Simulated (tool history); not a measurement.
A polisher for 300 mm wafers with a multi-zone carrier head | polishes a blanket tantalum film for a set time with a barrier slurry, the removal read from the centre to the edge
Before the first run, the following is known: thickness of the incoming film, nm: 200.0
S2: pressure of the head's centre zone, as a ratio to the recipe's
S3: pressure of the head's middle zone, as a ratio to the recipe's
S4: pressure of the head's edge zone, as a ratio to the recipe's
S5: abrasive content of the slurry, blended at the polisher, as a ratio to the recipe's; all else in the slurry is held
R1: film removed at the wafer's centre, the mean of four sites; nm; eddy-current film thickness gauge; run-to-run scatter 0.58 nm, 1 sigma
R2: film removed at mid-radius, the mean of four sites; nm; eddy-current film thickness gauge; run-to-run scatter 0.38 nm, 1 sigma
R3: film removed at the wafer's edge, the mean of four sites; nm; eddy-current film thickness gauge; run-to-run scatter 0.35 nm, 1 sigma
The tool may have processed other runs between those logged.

run 1 hour=0 | flow_of_slurry_(ml/min)=295 S2=1 S3=1 S4=1 S5=1 polishing_time_(s)=32 | R1=67.479 R2=65.239 R3=65.856
run 2 hour=8.2 | flow_of_slurry_(ml/min)=235 S2=1 S3=1 S4=1 S5=1 polishing_time_(s)=32 | R1=66.447 R2=65.067 R3=63.901
run 3 hour=11.3 | flow_of_slurry_(ml/min)=235 S2=1 S3=1 S4=1 S5=0.85 polishing_time_(s)=32 | R1=62.567 R2=63.849 R3=63.531
run 4 hour=14.8 | flow_of_slurry_(ml/min)=235 S2=1 S3=1 S4=1 S5=0.65 polishing_time_(s)=32 | R1=61.504 R2=59.524 R3=59.022
run 5 hour=22.7 | flow_of_slurry_(ml/min)=235 S2=0.96 S3=1 S4=1 S5=0.65 polishing_time_(s)=32 | R1=57.601 R2=59.102 R3=59.938
run 6 hour=24.7 | flow_of_slurry_(ml/min)=235 S2=0.98 S3=0.98 S4=0.97 S5=0.6 polishing_time_(s)=28 | R1=50.945 R2=49.588 R3=51.538
run 7 hour=27.2 | flow_of_slurry_(ml/min)=230 S2=1.01 S3=0.99 S4=0.94 S5=0.55 polishing_time_(s)=25 | R1=46.414 R2=44.435 R3=44.252
run 8 hour=32.6 | flow_of_slurry_(ml/min)=230 S2=1.02 S3=0.98 S4=0.91 S5=0.55 polishing_time_(s)=23 | R1=43.268 R2=40.748 R3=40.557
run 9 hour=37 | flow_of_slurry_(ml/min)=230 S2=1.06 S3=0.95 S4=0.83 S5=0.5 polishing_time_(s)=19 | R1=37.38 R2=32.797 R3=32.065
run 10 hour=40.4 | flow_of_slurry_(ml/min)=235 S2=1.06 S3=0.96 S4=0.85 S5=0.5 polishing_time_(s)=19 | R1=37.947 R2=32.099 R3=32.329

Run 11 is up next; what results do you expect?
run 11 hour=44.4 | flow_of_slurry_(ml/min)=235 S2=1.06 S3=0.97 S4=0.86 S5=0.5 polishing_time_(s)=19 | R1=? R2=? R3=?

R1: 35.504 nm
R2: 32.569 nm
R3: 32.186 nm

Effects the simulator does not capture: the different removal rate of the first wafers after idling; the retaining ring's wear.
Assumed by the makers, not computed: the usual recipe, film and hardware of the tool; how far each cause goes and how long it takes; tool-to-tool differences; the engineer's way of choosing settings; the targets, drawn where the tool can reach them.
